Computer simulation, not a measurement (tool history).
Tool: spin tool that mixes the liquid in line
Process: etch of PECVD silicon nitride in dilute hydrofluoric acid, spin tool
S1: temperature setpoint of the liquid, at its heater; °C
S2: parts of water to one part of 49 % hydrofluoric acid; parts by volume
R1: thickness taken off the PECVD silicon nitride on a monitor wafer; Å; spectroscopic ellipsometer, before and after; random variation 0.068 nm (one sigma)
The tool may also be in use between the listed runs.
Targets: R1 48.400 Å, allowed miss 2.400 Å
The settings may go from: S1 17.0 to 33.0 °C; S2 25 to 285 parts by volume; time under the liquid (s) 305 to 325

run 1 day=0.000 | S1=25.0 S2=155 time_under_the_liquid_(s)=305 | R1=34.132
run 2 day=0.029 | S1=27.0 S2=155 time_under_the_liquid_(s)=305 | R1=38.010
run 3 day=0.138 | S1=27.0 S2=135 time_under_the_liquid_(s)=305 | R1=43.968
run 4 day=0.208 | S1=27.0 S2=110 time_under_the_liquid_(s)=305 | R1=53.397
run 5 day=0.312 | S1=27.0 S2=110 time_under_the_liquid_(s)=325 | R1=57.058
run 6 day=0.508 | S1=27.0 S2=75 time_under_the_liquid_(s)=325 | R1=83.236
run 7 day=0.883 | S1=25.0 S2=80 time_under_the_liquid_(s)=325 | R1=70.339
run 8 day=1.088 | S1=23.5 S2=80 time_under_the_liquid_(s)=325 | R1=62.511
run 9 day=1.275 | S1=22.5 S2=80 time_under_the_liquid_(s)=325 | R1=58.597
run 10 day=1.521 | S1=22.5 S2=80 time_under_the_liquid_(s)=325 | R1=59.049
run 11 day=1.754 | S1=22.0 S2=80 time_under_the_liquid_(s)=325 | R1=56.255
run 12 day=1.938 | S1=21.5 S2=80 time_under_the_liquid_(s)=325 | R1=54.130
run 13 day=2.229 | S1=21.0 S2=80 time_under_the_liquid_(s)=325 | R1=50.721

Which of these 5 next moves meets every target?
run A day=2.521 | S1=22.5 S2=80 time_under_the_liquid_(s)=305 | R1=?
run B day=2.521 | S1=20.0 S2=75 time_under_the_liquid_(s)=325 | R1=?
run C day=2.521 | S1=21.0 S2=75 time_under_the_liquid_(s)=325 | R1=?
run D day=2.521 | S1=20.5 S2=85 time_under_the_liquid_(s)=325 | R1=?
run E day=2.521 | S1=20.5 S2=75 time_under_the_liquid_(s)=325 | R1=?

move=A R1=53.534
move=B R1=51.261
move=C R1=54.895
move=D R1=46.944
move=E R1=53.051
A: further off than the last run
B: further off than the last run
C: further off than the last run
D: meets every target
E: further off than the last run
Move D is the one to make.
